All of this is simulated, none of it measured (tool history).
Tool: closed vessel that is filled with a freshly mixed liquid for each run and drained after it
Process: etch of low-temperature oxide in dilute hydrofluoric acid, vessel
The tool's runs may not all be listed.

run  hour  temperature setpoint of the liquid (C)  parts of water to one part of 49 % hydrofluoric acid (parts by volume)  time in the liquid (s)  thickness taken off the low-temperature oxide on a monitor wafer (nm)
  1   0.0                                    25.0                                                                     240                     275                                                                 23.243
  2   3.1                                    25.0                                                                     240                     275                                                                 23.305
  3  11.9                                    25.0                                                                     240                     275                                                                 23.323
  4  15.4                                    27.5                                                                     240                     275                                                                 25.504
  5  23.8                                    27.5                                                                     305                     275                                                                 18.651
  6  30.9                                    26.0                                                                     305                     275                                                                 17.812
  7  34.9                                    24.5                                                                     305                     275                                                                 16.908

Run 8 comes next. What will it give?
  8  37.1                                    23.5                                                                     305                     275                                                                      ?

thickness taken off the low-temperature oxide on a monitor wafer (nm): 16.382

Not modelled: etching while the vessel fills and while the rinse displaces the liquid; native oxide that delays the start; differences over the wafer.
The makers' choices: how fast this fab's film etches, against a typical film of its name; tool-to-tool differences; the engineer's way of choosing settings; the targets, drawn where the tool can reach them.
